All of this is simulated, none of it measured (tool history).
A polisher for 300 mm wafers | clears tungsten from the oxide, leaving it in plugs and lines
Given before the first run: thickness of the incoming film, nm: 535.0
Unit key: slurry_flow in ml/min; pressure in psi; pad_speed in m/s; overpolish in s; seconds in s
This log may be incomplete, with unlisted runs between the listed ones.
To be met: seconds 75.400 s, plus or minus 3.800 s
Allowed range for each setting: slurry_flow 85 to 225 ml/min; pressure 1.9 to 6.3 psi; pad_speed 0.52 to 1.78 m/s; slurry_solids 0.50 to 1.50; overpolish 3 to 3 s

run	hour	slurry_flow	pressure	pad_speed	slurry_solids	overpolish	seconds
1	0.0	145	4.1	1.14	1.00	3	98.188
2	1.2	145	4.1	0.92	1.00	3	121.840
3	7.2	145	4.1	1.18	1.00	3	94.220
4	11.4	145	4.4	1.18	1.00	3	90.521
5	17.8	145	4.4	1.00	1.00	3	104.550
6	22.1	145	3.4	1.00	1.00	3	133.280
7	26.6	145	4.1	1.02	1.00	3	111.660
8	33.5	145	4.6	1.04	1.00	3	98.794

Which one of the following 5 next-run settings gets every result inside its allowed miss? There is exactly one.
A	40.4	140	4.2	0.94	0.90	3	?
B	40.4	155	3.8	0.76	0.95	3	?
C	40.4	150	3.8	0.78	1.05	3	?
D	40.4	150	4.2	0.94	0.90	3	?
E	40.4	155	4.6	1.32	1.00	3	?

move	seconds
A	118.710
B	155.490
C	149.030
D	117.200
E	74.899
A: further off than the last run
B: further off than the last run
C: further off than the last run
D: further off than the last run
E: every result within its allowed miss
The right move is E.
